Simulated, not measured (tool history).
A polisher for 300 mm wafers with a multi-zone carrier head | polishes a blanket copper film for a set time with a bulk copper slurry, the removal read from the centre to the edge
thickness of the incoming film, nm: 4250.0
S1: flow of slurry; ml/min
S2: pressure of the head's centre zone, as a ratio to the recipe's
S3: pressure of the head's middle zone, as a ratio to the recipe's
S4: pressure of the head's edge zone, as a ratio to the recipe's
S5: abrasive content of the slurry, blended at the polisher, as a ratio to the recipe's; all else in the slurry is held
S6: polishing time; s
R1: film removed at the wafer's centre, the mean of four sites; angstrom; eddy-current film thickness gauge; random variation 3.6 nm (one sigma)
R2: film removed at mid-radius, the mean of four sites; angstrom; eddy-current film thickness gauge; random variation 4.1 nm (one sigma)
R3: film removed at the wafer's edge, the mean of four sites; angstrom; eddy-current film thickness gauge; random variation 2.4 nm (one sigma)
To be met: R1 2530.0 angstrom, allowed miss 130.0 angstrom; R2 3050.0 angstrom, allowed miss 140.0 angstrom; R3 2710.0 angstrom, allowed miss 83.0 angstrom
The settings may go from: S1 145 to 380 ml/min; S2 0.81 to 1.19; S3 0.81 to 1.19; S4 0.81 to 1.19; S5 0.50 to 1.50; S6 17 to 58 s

Run 1, hour 0.0: S1 245 ml/min, S2 1.00, S3 1.00, S4 1.00, S5 1.00, S6 37 s. Result: R1 2997.4 angstrom, R2 2932.8 angstrom, R3 3078.2 angstrom.
Run 2, hour 2.4: S1 210 ml/min, S2 1.00, S3 1.00, S4 1.00, S5 1.00, S6 37 s. Result: R1 2928.7 angstrom, R2 2959.7 angstrom, R3 3083.4 angstrom.
Run 3, hour 8.9: S1 210 ml/min, S2 1.08, S3 1.00, S4 1.00, S5 1.00, S6 37 s. Result: R1 3261.6 angstrom, R2 2927.9 angstrom, R3 3016.6 angstrom.
Run 4, hour 16.5: S1 240 ml/min, S2 1.08, S3 1.00, S4 1.00, S5 1.00, S6 37 s. Result: R1 3265.3 angstrom, R2 3039.0 angstrom, R3 3072.8 angstrom.
Run 5, hour 17.3: S1 240 ml/min, S2 1.04, S3 1.03, S4 0.97, S5 0.95, S6 37 s. Result: R1 3090.2 angstrom, R2 2953.0 angstrom, R3 3021.5 angstrom.
Run 6, hour 18.9: S1 240 ml/min, S2 1.04, S3 1.03, S4 0.89, S5 0.95, S6 37 s. Result: R1 3122.9 angstrom, R2 3046.7 angstrom, R3 2908.3 angstrom.
At hour 20.0: slurry nozzle cleaned.
Run 7, hour 20.0: S1 235 ml/min, S2 1.01, S3 1.05, S4 0.87, S5 0.90, S6 37 s. Result: R1 3046.1 angstrom, R2 3186.5 angstrom, R3 2955.8 angstrom.
Run 8, hour 27.9: S1 230 ml/min, S2 0.99, S3 1.06, S4 0.86, S5 0.85, S6 36 s. Result: R1 2913.0 angstrom, R2 2997.3 angstrom, R3 2760.7 angstrom.
Run 9, hour 29.2: S1 230 ml/min, S2 0.96, S3 1.07, S4 0.86, S5 0.85, S6 36 s. Result: R1 2835.8 angstrom, R2 3011.5 angstrom, R3 2756.6 angstrom.

5 next moves are on the table. One of them brings every result within its allowed miss. Which?
Run A, hour 30.5: S1 320 ml/min, S2 0.89, S3 1.13, S4 0.90, S5 0.85, S6 34 s. Result: R1 ?, R2 ?, R3 ?.
Run B, hour 30.5: S1 280 ml/min, S2 0.90, S3 1.02, S4 0.89, S5 0.90, S6 34 s. Result: R1 ?, R2 ?, R3 ?.
Run C, hour 30.5: S1 185 ml/min, S2 0.84, S3 1.02, S4 0.85, S5 0.50, S6 38 s. Result: R1 ?, R2 ?, R3 ?.
Run D, hour 30.5: S1 245 ml/min, S2 1.03, S3 1.16, S4 0.81, S5 0.85, S6 34 s. Result: R1 ?, R2 ?, R3 ?.
Run E, hour 30.5: S1 240 ml/min, S2 1.02, S3 1.16, S4 0.82, S5 0.75, S6 35 s. Result: R1 ?, R2 ?, R3 ?.

move      R1      R2      R3
   A  2556.1  2970.7  2697.5
   B  2585.3  2767.6  2701.0
   C  2261.8  2608.6  2524.1
   D  2887.9  2957.1  2544.3
   E  2856.0  2954.1  2554.6
A: meets every target
B: brings the result that was furthest off to its target, and leaves another outside
C: takes the result that was furthest off past its target
D: further off than the last run
E: further off than the last run
Answer: A

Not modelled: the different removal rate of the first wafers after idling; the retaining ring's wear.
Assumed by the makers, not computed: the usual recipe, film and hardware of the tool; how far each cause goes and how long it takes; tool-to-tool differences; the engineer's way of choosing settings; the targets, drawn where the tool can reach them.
